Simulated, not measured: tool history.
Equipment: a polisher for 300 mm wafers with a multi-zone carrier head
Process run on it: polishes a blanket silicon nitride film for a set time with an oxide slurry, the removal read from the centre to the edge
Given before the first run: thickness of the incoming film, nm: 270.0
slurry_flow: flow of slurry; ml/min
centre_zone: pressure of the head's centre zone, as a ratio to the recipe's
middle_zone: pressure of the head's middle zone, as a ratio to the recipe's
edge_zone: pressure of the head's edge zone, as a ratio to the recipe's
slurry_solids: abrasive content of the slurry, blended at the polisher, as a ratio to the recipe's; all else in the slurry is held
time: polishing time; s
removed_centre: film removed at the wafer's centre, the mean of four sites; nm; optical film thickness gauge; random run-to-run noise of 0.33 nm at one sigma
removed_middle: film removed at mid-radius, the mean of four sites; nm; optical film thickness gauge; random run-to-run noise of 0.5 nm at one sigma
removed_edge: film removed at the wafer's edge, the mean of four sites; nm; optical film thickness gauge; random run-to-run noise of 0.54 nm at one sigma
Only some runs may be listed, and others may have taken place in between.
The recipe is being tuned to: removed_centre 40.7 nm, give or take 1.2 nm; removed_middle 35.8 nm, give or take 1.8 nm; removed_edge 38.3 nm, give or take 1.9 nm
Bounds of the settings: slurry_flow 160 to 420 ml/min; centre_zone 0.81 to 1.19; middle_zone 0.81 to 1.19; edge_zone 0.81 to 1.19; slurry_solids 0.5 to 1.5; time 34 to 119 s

Run 1, hour 0: slurry_flow 270 ml/min, centre_zone 1, middle_zone 1, edge_zone 1, slurry_solids 1, time 76 s. Result: removed_centre 69.756 nm, removed_middle 69.261 nm, removed_edge 68.701 nm.
Run 2, hour 3.7: slurry_flow 240 ml/min, centre_zone 1, middle_zone 1, edge_zone 1, slurry_solids 1, time 76 s. Result: removed_centre 67.748 nm, removed_middle 67.972 nm, removed_edge 66.185 nm.
Run 3, hour 9.9: slurry_flow 240 ml/min, centre_zone 1, middle_zone 0.94, edge_zone 1, slurry_solids 1, time 76 s. Result: removed_centre 67.457 nm, removed_middle 65.187 nm, removed_edge 65.128 nm.
Run 4, hour 17.4: slurry_flow 240 ml/min, centre_zone 1, middle_zone 0.92, edge_zone 1, slurry_solids 0.95, time 73 s. Result: removed_centre 63.141 nm, removed_middle 60.127 nm, removed_edge 63.216 nm.
Run 5, hour 22: slurry_flow 230 ml/min, centre_zone 1.01, middle_zone 0.92, edge_zone 0.98, slurry_solids 0.9, time 70 s. Result: removed_centre 59.63 nm, removed_middle 54.736 nm, removed_edge 59.528 nm.
Run 6, hour 31: slurry_flow 220 ml/min, centre_zone 1.02, middle_zone 0.95, edge_zone 0.96, slurry_solids 0.85, time 67 s. Result: removed_centre 55.873 nm, removed_middle 52.704 nm, removed_edge 55.003 nm.
Run 7, hour 33.2: slurry_flow 215 ml/min, centre_zone 1.03, middle_zone 0.95, edge_zone 0.94, slurry_solids 0.8, time 65 s. Result: removed_centre 53.324 nm, removed_middle 49.526 nm, removed_edge 50.108 nm.
Run 8, hour 40.3: slurry_flow 215 ml/min, centre_zone 1.03, middle_zone 0.94, edge_zone 0.93, slurry_solids 0.75, time 64 s. Result: removed_centre 51.13 nm, removed_middle 47.154 nm, removed_edge 47.381 nm.
Run 9, hour 49: slurry_flow 215 ml/min, centre_zone 1.03, middle_zone 0.93, edge_zone 0.92, slurry_solids 0.7, time 64 s. Result: removed_centre 49.284 nm, removed_middle 45.813 nm, removed_edge 46.272 nm.
Run 10, hour 54.8: slurry_flow 215 ml/min, centre_zone 1.03, middle_zone 0.92, edge_zone 0.91, slurry_solids 0.65, time 64 s. Result: removed_centre 48.448 nm, removed_middle 43.201 nm, removed_edge 44.863 nm.
Run 11, hour 61.2: slurry_flow 215 ml/min, centre_zone 1.02, middle_zone 0.91, edge_zone 0.9, slurry_solids 0.65, time 64 s. Result: removed_centre 47.695 nm, removed_middle 43.531 nm, removed_edge 44.511 nm.
Run 12, hour 62.2: slurry_flow 215 ml/min, centre_zone 1.02, middle_zone 0.9, edge_zone 0.89, slurry_solids 0.65, time 64 s. Result: removed_centre 47.15 nm, removed_middle 42.762 nm, removed_edge 45.142 nm.
Run 13, hour 63.2: slurry_flow 215 ml/min, centre_zone 1.02, middle_zone 0.9, edge_zone 0.89, slurry_solids 0.65, time 63 s. Result: removed_centre 46.094 nm, removed_middle 41.58 nm, removed_edge 44.157 nm.
Run 14, hour 69.4: slurry_flow 215 ml/min, centre_zone 1.02, middle_zone 0.9, edge_zone 0.88, slurry_solids 0.65, time 63 s. Result: removed_centre 46.428 nm, removed_middle 40.698 nm, removed_edge 44.199 nm.
Run 15, hour 72.1: slurry_flow 215 ml/min, centre_zone 1.02, middle_zone 0.9, edge_zone 0.87, slurry_solids 0.65, time 63 s. Result: removed_centre 47.332 nm, removed_middle 41.58 nm, removed_edge 44.122 nm.
Run 16, hour 73.3: slurry_flow 220 ml/min, centre_zone 0.98, middle_zone 0.86, edge_zone 0.83, slurry_solids 0.5, time 58 s. Result: removed_centre 37.177 nm, removed_middle 33.454 nm, removed_edge 35.012 nm.
Run 17, hour 77.7: slurry_flow 220 ml/min, centre_zone 0.99, middle_zone 0.86, edge_zone 0.84, slurry_solids 0.5, time 58 s. Result: removed_centre 37.415 nm, removed_middle 33.656 nm, removed_edge 35.08 nm.
Run 18, hour 79: slurry_flow 215 ml/min, centre_zone 1, middle_zone 0.86, edge_zone 0.85, slurry_solids 0.5, time 58 s. Result: removed_centre 37.904 nm, removed_middle 34.197 nm, removed_edge 35.92 nm.

Of the 4 settings listed for the next run, only one would bring every result within its allowed miss of target. Which one?
Run A, hour 80.3: slurry_flow 205 ml/min, centre_zone 1.07, middle_zone 0.85, edge_zone 0.82, slurry_solids 0.55, time 61 s. Result: removed_centre ?, removed_middle ?, removed_edge ?.
Run B, hour 80.3: slurry_flow 195 ml/min, centre_zone 0.99, middle_zone 0.86, edge_zone 0.86, slurry_solids 0.75, time 54 s. Result: removed_centre ?, removed_middle ?, removed_edge ?.
Run C, hour 80.3: slurry_flow 240 ml/min, centre_zone 1.06, middle_zone 0.83, edge_zone 0.84, slurry_solids 0.5, time 62 s. Result: removed_centre ?, removed_middle ?, removed_edge ?.
Run D, hour 80.3: slurry_flow 215 ml/min, centre_zone 1.15, middle_zone 0.84, edge_zone 0.81, slurry_solids 0.5, time 59 s. Result: removed_centre ?, removed_middle ?, removed_edge ?.

move  removed_centre  removed_middle  removed_edge
   A           44.02          36.728        37.229
   B          40.749          37.172        38.181
   C          43.641          35.952        37.341
   D           44.29           33.99        34.555
A: takes the biggest miss from the last run beyond its target
B: all results in spec
C: takes the biggest miss from the last run beyond its target
D: takes the biggest miss from the last run beyond its target
Answer: B

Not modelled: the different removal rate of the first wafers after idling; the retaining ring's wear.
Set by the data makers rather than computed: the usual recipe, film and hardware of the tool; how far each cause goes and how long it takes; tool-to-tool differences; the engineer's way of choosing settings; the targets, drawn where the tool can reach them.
